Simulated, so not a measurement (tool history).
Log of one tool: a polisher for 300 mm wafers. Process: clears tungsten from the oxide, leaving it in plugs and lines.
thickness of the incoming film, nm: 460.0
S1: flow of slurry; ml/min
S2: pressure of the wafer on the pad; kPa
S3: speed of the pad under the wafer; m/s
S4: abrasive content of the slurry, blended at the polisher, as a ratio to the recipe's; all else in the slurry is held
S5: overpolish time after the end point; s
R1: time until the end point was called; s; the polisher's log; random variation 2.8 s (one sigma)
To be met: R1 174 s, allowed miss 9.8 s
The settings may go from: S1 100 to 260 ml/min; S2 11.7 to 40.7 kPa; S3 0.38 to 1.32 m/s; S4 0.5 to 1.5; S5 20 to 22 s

{"run": 1, "hour": 0.0, "S1": 165, "S2": 26.2, "S3": 0.84, "S4": 1, "S5": 20, "R1": 107.98}
{"run": 2, "hour": 8.4, "S1": 165, "S2": 22.8, "S3": 0.82, "S4": 1, "S5": 20, "R1": 125.79}
{"run": 3, "hour": 16.7, "S1": 190, "S2": 22.8, "S3": 0.82, "S4": 1, "S5": 20, "R1": 119.54}
{"run": 4, "hour": 17.3, "S1": 180, "S2": 20.7, "S3": 0.82, "S4": 1, "S5": 20, "R1": 132.85}
{"hour": 24.1, "done": "head pressure recalibrated"}
{"run": 5, "hour": 24.1, "S1": 175, "S2": 19.3, "S3": 0.82, "S4": 1, "S5": 20, "R1": 130.75}
{"run": 6, "hour": 26.0, "S1": 175, "S2": 25.5, "S3": 0.82, "S4": 1, "S5": 20, "R1": 100.47}
{"run": 7, "hour": 31.9, "S1": 160, "S2": 23.4, "S3": 0.82, "S4": 1, "S5": 20, "R1": 109.5}
{"run": 8, "hour": 35.3, "S1": 160, "S2": 16.5, "S3": 0.76, "S4": 1, "S5": 20, "R1": 160.71}

4 next moves are on the table. One of them brings every result within its allowed miss. Which?
{"run": "A", "hour": 38.7, "S1": 150, "S2": 15.9, "S3": 0.84, "S4": 1.1, "S5": 22, "R1": "?"}
{"run": "B", "hour": 38.7, "S1": 170, "S2": 15.9, "S3": 0.82, "S4": 1.2, "S5": 22, "R1": "?"}
{"run": "C", "hour": 38.7, "S1": 170, "S2": 14.5, "S3": 0.72, "S4": 1.15, "S5": 20, "R1": "?"}
{"run": "D", "hour": 38.7, "S1": 155, "S2": 19.3, "S3": 0.78, "S4": 1.15, "S5": 20, "R1": "?"}

move=A R1=149.53
move=B R1=145.85
move=C R1=176.91
move=D R1=131.88
A: further off than the last run
B: further off than the last run
C: meets every target
D: further off than the last run
Answer: C
